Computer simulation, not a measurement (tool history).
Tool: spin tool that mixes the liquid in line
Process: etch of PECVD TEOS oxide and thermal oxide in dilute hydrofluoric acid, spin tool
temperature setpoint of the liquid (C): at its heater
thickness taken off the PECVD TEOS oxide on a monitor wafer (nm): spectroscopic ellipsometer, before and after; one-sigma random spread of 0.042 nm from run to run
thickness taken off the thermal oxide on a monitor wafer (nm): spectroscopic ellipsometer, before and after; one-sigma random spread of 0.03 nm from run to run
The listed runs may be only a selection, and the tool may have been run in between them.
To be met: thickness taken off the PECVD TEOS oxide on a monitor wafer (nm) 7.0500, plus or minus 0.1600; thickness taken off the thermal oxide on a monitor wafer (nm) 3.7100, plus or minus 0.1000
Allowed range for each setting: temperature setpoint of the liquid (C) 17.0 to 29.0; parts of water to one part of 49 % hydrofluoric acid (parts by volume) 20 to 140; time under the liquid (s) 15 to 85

run,hour,temperature setpoint of the liquid (C),parts of water to one part of 49 % hydrofluoric acid (parts by volume),time under the liquid (s),thickness taken off the PECVD TEOS oxide on a monitor wafer (nm),thickness taken off the thermal oxide on a monitor wafer (nm)
1,0.0,21.0,75,45,4.5743,2.3631
2,4.0,23.0,75,45,4.9191,2.5825
3,11.2,24.0,70,45,5.5693,2.8754
4,17.5,24.0,70,40,4.9320,2.5765
5,20.8,25.0,65,40,5.5729,2.9090
6,25.7,26.0,65,40,5.7604,3.0809
7,30.1,26.5,65,40,5.8746,3.1225
8,33.4,27.0,65,40,6.0210,3.1338
9,34.7,27.5,65,40,6.1681,3.2016
10,35.8,27.5,65,40,6.1037,3.2594
11,38.5,27.5,65,40,6.1341,3.2421
12,42.4,28.0,65,40,6.2482,3.2767

5 next moves are on the table. One of them brings every result within its allowed miss. Which?
A,46.3,27.5,70,50,?,?
B,46.3,27.5,70,40,?,?
C,46.3,27.0,85,60,?,?
D,46.3,26.0,75,55,?,?
E,46.3,26.5,45,30,?,?

move,thickness taken off the PECVD TEOS oxide on a monitor wafer (nm),thickness taken off the thermal oxide on a monitor wafer (nm)
A,7.1324,3.7824
B,5.7059,3.0260
C,6.7757,3.5933
D,6.8484,3.6318
E,6.6076,3.5041
A: hits every target within its allowed miss
B: the biggest miss grows against the last run
C: an improvement on the last run, though not all results are within tolerance
D: an improvement on the last run, though not all results are within tolerance
E: an improvement on the last run, though not all results are within tolerance
The move that meets every target is A.
